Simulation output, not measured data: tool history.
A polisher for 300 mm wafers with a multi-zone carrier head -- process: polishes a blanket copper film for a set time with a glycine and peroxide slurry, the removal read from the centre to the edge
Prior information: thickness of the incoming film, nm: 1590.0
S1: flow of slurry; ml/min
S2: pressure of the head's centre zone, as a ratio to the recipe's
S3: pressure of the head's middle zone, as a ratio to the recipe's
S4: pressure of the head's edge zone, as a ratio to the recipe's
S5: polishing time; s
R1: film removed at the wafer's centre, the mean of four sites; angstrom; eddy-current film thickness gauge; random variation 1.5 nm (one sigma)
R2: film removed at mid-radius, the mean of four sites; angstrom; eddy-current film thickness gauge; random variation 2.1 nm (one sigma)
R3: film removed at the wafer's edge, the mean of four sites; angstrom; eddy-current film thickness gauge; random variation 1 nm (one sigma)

run  hour   S1    S2    S3    S4  S5      R1      R2      R3
  1   0.0  155  1.00  1.00  1.00  78  2263.5  2209.3  2230.3
  2   2.3  155  1.00  1.00  0.95  78  2253.1  2284.7  2201.5
  3   7.0  155  1.00  1.00  1.03  78  2236.6  2222.8  2288.3
  4   9.8  150  1.01  0.97  0.99  74  2152.4  2061.5  2118.3
  5  17.5  150  1.01  0.91  0.99  74  2155.7  1962.0  2120.8
  6  18.9  150  1.07  0.91  0.99  74  2240.3  1950.0  2099.4

Run 7 is up next; what results do you expect?
  7  24.6  150  1.07  0.91  0.99  74   ?   ?   ?

{"run 7": {"R1": 2285.1, "R2": 1962.3, "R3": 2126.1}}

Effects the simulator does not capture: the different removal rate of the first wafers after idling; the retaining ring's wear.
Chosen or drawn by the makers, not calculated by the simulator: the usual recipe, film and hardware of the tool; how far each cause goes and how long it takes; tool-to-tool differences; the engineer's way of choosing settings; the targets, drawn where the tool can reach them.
